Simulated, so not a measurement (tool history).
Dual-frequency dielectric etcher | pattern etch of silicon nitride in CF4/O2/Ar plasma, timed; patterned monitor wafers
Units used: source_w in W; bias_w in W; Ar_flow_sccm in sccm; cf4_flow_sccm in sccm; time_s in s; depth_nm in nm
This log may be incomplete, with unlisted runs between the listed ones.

run,hour,source_w,bias_w,Ar_flow_sccm,cf4_flow_sccm,time_s,depth_nm
1,0,630,41,87,74,82,171.38
2,0.8,550,40,87,74,82,150.34
3,9.2,550,40,98,74,82,149.84
4,13.9,550,40,91,74,82,150.2
5,20.9,550,40,91,69,82,148.95
6,28,550,40,81,69,82,151.31
7,37,500,40,81,69,82,140.13
8,44.9,470,40,81,69,82,131.71
9,46.5,450,40,81,69,82,127.11

Estimate the outcome of run 10 from the log above:
10,54.7,440,40,81,69,82,?

{"run 10": {"depth_nm": 125.04}}

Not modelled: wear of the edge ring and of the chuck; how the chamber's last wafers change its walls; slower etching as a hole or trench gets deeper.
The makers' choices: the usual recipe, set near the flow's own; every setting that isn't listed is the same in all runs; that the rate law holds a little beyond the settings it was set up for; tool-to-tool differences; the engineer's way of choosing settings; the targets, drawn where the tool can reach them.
